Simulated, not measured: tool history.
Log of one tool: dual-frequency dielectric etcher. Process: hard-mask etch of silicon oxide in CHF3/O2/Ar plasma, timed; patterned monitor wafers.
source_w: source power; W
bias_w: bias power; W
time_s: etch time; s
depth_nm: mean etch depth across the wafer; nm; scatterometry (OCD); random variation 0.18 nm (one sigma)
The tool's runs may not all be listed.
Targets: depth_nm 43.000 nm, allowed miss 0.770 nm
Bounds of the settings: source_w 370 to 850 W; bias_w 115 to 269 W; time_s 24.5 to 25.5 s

run,hour,source_w,bias_w,time_s,depth_nm
1,0.0,610,192,24.5,47.538
2,1.2,610,207,24.5,48.246
3,3.3,510,207,24.5,44.965
4,5.7,510,223,24.5,46.136
5,11.3,500,222,24.5,45.745
6,15.9,490,221,24.5,45.270
7,19.6,480,220,24.5,44.860
8,27.8,470,220,24.5,44.148

Which of these 4 next moves meets every target?
A,36.0,430,211,25.5,?
B,36.0,430,225,25.5,?
C,36.0,490,224,24.5,?
D,36.0,410,235,24.5,?

move,depth_nm
A,44.339
B,45.070
C,45.382
D,43.038
A: further off than the last run
B: further off than the last run
C: further off than the last run
D: meets every target
The right move is D.

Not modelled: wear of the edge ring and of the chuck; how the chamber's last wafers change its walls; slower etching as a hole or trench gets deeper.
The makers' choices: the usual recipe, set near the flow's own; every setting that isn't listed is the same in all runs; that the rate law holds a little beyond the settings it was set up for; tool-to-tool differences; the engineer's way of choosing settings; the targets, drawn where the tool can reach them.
